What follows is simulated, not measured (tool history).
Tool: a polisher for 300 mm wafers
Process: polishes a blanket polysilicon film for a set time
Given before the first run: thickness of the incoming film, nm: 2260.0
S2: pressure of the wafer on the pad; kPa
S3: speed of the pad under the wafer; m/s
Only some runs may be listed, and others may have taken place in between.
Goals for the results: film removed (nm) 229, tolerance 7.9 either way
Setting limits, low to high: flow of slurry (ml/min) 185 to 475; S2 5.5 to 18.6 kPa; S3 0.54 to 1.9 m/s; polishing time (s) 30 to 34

Run 1, hour 0: flow of slurry (ml/min) 305, S2 11.7 kPa, S3 1.22 m/s, polishing time (s) 34. Result: film removed (nm) 175.38.
Run 2, hour 0.8: flow of slurry (ml/min) 305, S2 12.4 kPa, S3 1.22 m/s, polishing time (s) 34. Result: film removed (nm) 187.11.
Run 3, hour 7.2: flow of slurry (ml/min) 305, S2 13.1 kPa, S3 1.22 m/s, polishing time (s) 34. Result: film removed (nm) 201.84.
Run 4, hour 8.9: flow of slurry (ml/min) 305, S2 13.8 kPa, S3 1.22 m/s, polishing time (s) 34. Result: film removed (nm) 209.83.
Run 5, hour 11.8: flow of slurry (ml/min) 305, S2 13.8 kPa, S3 1 m/s, polishing time (s) 34. Result: film removed (nm) 170.12.
Run 6, hour 19.4: flow of slurry (ml/min) 305, S2 13.8 kPa, S3 1 m/s, polishing time (s) 34. Result: film removed (nm) 173.75.
Run 7, hour 26.2: flow of slurry (ml/min) 305, S2 14.5 kPa, S3 1 m/s, polishing time (s) 34. Result: film removed (nm) 185.08.
Run 8, hour 33: flow of slurry (ml/min) 305, S2 15.2 kPa, S3 1 m/s, polishing time (s) 34. Result: film removed (nm) 189.26.
Run 9, hour 40.1: flow of slurry (ml/min) 305, S2 15.9 kPa, S3 1 m/s, polishing time (s) 34. Result: film removed (nm) 197.2.
Run 10, hour 40.7: flow of slurry (ml/min) 305, S2 16.5 kPa, S3 1 m/s, polishing time (s) 34. Result: film removed (nm) 206.14.
Run 11, hour 46.4: flow of slurry (ml/min) 305, S2 17.2 kPa, S3 1 m/s, polishing time (s) 34. Result: film removed (nm) 214.86.

Below are 5 possible settings for the next run. Only one of them brings all results inside the allowed miss of their targets. Which is it?
Run A, hour 52.1: flow of slurry (ml/min) 290, S2 15.2 kPa, S3 1.14 m/s, polishing time (s) 34. Result: film removed (nm) ?.
Run B, hour 52.1: flow of slurry (ml/min) 245, S2 17.9 kPa, S3 1.04 m/s, polishing time (s) 34. Result: film removed (nm) ?.
Run C, hour 52.1: flow of slurry (ml/min) 305, S2 17.9 kPa, S3 1.06 m/s, polishing time (s) 31. Result: film removed (nm) ?.
Run D, hour 52.1: flow of slurry (ml/min) 325, S2 17.9 kPa, S3 1.08 m/s, polishing time (s) 34. Result: film removed (nm) ?.
Run E, hour 52.1: flow of slurry (ml/min) 335, S2 16.5 kPa, S3 1.22 m/s, polishing time (s) 34. Result: film removed (nm) ?.

move  film removed (nm)
   A             214.49
   B              227.5
   C             215.57
   D             241.98
   E             252.35
A: just as far off the targets as the last run
B: in spec on every target
C: gains on the last run, yet a result remains outside its allowed miss
D: takes the biggest miss from the last run beyond its target
E: takes the biggest miss from the last run beyond its target
Answer: B
